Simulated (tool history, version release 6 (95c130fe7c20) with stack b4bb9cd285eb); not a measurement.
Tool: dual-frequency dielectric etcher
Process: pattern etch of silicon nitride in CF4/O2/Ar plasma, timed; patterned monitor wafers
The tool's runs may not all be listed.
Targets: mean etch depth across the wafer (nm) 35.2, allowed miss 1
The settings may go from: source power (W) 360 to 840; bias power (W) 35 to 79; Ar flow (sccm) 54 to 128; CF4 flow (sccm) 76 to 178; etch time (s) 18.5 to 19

run,hour,source power (W),bias power (W),Ar flow (sccm),CF4 flow (sccm),etch time (s),mean etch depth across the wafer (nm)
1,0,600,57,91,127,18.5,46.786
2,1.9,550,56,91,127,18.5,42.302
3,9.7,550,56,91,127,19,44.04
4,10.6,550,62,91,127,19,45.099
5,18.9,510,61,91,127,19,41.462
6,23.1,490,61,91,127,19,39.697
7,30.1,470,61,91,127,19,37.872
8,38.7,420,60,91,127,19,33.48
9,43.2,430,60,91,127,19,34.063

Which of these 5 next moves meets every target?
A,47.7,420,53,88,134,18.5,?
B,47.7,500,43,91,128,18.5,?
C,47.7,430,57,88,117,18.5,?
D,47.7,420,60,98,152,18.5,?
E,47.7,410,64,95,129,18.5,?

move,mean etch depth across the wafer (nm)
A,31.047
B,35.115
C,32.312
D,32.326
E,31.836
A: further off than the last run
B: meets every target
C: further off than the last run
D: further off than the last run
E: further off than the last run
Answer: B

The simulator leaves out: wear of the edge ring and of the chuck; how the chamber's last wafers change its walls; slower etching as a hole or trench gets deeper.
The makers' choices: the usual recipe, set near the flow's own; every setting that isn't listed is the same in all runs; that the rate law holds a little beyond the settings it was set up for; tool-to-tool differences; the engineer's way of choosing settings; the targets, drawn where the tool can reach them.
